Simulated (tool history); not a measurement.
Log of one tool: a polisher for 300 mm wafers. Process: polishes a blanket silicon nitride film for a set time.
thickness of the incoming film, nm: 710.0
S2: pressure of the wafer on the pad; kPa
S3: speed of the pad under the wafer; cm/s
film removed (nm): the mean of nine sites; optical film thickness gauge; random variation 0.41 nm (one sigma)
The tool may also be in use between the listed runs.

run 1 hour=0 | flow_of_slurry_(ml/min)=240 S2=21.4 S3=88 polishing_time_(s)=52 | film_removed_(nm)=75.059
run 2 hour=2.2 | flow_of_slurry_(ml/min)=240 S2=19.3 S3=88 polishing_time_(s)=52 | film_removed_(nm)=68.758
run 3 hour=7.3 | flow_of_slurry_(ml/min)=240 S2=22.8 S3=88 polishing_time_(s)=52 | film_removed_(nm)=80.249
run 4 hour=14.9 | flow_of_slurry_(ml/min)=240 S2=20.7 S3=88 polishing_time_(s)=52 | film_removed_(nm)=73.008
run 5 hour=22.8 | flow_of_slurry_(ml/min)=240 S2=20.7 S3=80 polishing_time_(s)=52 | film_removed_(nm)=67.914
run 6 hour=29.1 | flow_of_slurry_(ml/min)=240 S2=19.3 S3=80 polishing_time_(s)=52 | film_removed_(nm)=64.488
run 7 hour=36.7 | flow_of_slurry_(ml/min)=240 S2=17.9 S3=80 polishing_time_(s)=52 | film_removed_(nm)=60.75

Run 8 comes next. What will it give?
run 8 hour=42.1 | flow_of_slurry_(ml/min)=240 S2=16.5 S3=80 polishing_time_(s)=52 | film_removed_(nm)=?

{"run 8": {"film removed (nm)": 55.887}}
